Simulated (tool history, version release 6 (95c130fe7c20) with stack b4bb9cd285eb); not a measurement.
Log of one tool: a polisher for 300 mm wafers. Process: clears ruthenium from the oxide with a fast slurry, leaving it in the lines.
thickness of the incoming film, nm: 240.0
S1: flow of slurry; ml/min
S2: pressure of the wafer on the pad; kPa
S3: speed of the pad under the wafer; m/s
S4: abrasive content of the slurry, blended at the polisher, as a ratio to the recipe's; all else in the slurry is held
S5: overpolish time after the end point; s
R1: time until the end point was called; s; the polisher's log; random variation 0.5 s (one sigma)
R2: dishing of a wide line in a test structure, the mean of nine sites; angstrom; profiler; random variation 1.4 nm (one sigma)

Run 1, day 0.000: S1 135 ml/min, S2 13.1 kPa, S3 1.18 m/s, S4 1.0, S5 26 s. Result: R1 95.924 s, R2 416.53 angstrom.
Run 2, day 0.350: S1 135 ml/min, S2 13.1 kPa, S3 1.18 m/s, S4 1.1, S5 26 s. Result: R1 93.545 s, R2 437.43 angstrom.
Run 3, day 0.654: S1 135 ml/min, S2 15.2 kPa, S3 1.18 m/s, S4 1.1, S5 26 s. Result: R1 80.238 s, R2 500.05 angstrom.
Run 4, day 0.979: S1 135 ml/min, S2 17.9 kPa, S3 1.18 m/s, S4 1.1, S5 26 s. Result: R1 68.219 s, R2 565.94 angstrom.
Run 5, day 1.088: S1 135 ml/min, S2 17.9 kPa, S3 1.18 m/s, S4 1.1, S5 20 s. Result: R1 68.712 s, R2 459.60 angstrom.
Run 6, day 1.117: S1 110 ml/min, S2 17.9 kPa, S3 1.18 m/s, S4 1.1, S5 20 s. Result: R1 71.159 s, R2 422.80 angstrom.
Run 7, day 1.308: S1 120 ml/min, S2 18.6 kPa, S3 1.22 m/s, S4 1.1, S5 21 s. Result: R1 65.729 s, R2 478.30 angstrom.
Run 8, day 1.467: S1 130 ml/min, S2 19.3 kPa, S3 1.26 m/s, S4 1.1, S5 21 s. Result: R1 59.470 s, R2 522.14 angstrom.

The next listed run, before its measurement:
At day 1.646: slurry blender recalibrated.
Run 9, day 1.646: S1 150 ml/min, S2 20.7 kPa, S3 1.48 m/s, S4 1.1, S5 26 s. Result: R1 ?, R2 ?.

{"run 9": {"R1": 40.126, "R2": 744.63}}
